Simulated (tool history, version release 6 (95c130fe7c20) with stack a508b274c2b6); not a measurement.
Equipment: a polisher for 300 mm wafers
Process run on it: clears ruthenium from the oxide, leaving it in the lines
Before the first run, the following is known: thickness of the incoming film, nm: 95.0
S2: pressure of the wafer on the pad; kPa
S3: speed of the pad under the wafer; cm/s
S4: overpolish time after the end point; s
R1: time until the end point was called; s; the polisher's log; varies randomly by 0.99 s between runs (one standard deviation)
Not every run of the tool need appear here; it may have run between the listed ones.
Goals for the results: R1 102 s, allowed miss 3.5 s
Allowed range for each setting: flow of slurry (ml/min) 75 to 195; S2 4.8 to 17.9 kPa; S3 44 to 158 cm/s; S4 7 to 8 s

Run 1, hour 0: flow of slurry (ml/min) 125, S2 11 kPa, S3 100 cm/s, S4 8 s. Result: R1 115.94 s.
Run 2, hour 8: flow of slurry (ml/min) 125, S2 11 kPa, S3 100 cm/s, S4 8 s. Result: R1 117.47 s.
Run 3, hour 11.3: flow of slurry (ml/min) 145, S2 11 kPa, S3 100 cm/s, S4 8 s. Result: R1 116.42 s.
Run 4, hour 18.4: flow of slurry (ml/min) 145, S2 11 kPa, S3 82 cm/s, S4 8 s. Result: R1 136.87 s.
Run 5, hour 26.4: flow of slurry (ml/min) 145, S2 11 kPa, S3 82 cm/s, S4 7 s. Result: R1 136.59 s.
Run 6, hour 34.4: flow of slurry (ml/min) 135, S2 11 kPa, S3 82 cm/s, S4 7 s. Result: R1 139.06 s.
Run 7, hour 37.7: flow of slurry (ml/min) 135, S2 11.7 kPa, S3 82 cm/s, S4 7 s. Result: R1 130.97 s.
Run 8, hour 41: flow of slurry (ml/min) 135, S2 12.4 kPa, S3 82 cm/s, S4 7 s. Result: R1 124.72 s.
Run 9, hour 44: flow of slurry (ml/min) 135, S2 13.8 kPa, S3 82 cm/s, S4 7 s. Result: R1 113.09 s.
Run 10, hour 48: flow of slurry (ml/min) 135, S2 14.5 kPa, S3 82 cm/s, S4 7 s. Result: R1 109.66 s.

Pick the move, out of 5, that brings all results within their allowed miss; only one does.
Run A, hour 52: flow of slurry (ml/min) 115, S2 15.9 kPa, S3 80 cm/s, S4 8 s. Result: R1 ?.
Run B, hour 52: flow of slurry (ml/min) 140, S2 15.2 kPa, S3 72 cm/s, S4 7 s. Result: R1 ?.
Run C, hour 52: flow of slurry (ml/min) 135, S2 16.5 kPa, S3 80 cm/s, S4 8 s. Result: R1 ?.
Run D, hour 52: flow of slurry (ml/min) 130, S2 13.8 kPa, S3 76 cm/s, S4 7 s. Result: R1 ?.
Run E, hour 52: flow of slurry (ml/min) 135, S2 13.8 kPa, S3 70 cm/s, S4 7 s. Result: R1 ?.

move      R1
   A  103.82
   B  115.82
   C  96.721
   D  122.25
   E  131.41
A: every result within its allowed miss
B: moves away from the targets compared with the last run
C: moves the result that the last run missed by most past its target, out the other side
D: moves away from the targets compared with the last run
E: moves away from the targets compared with the last run
The move that meets every target is A.
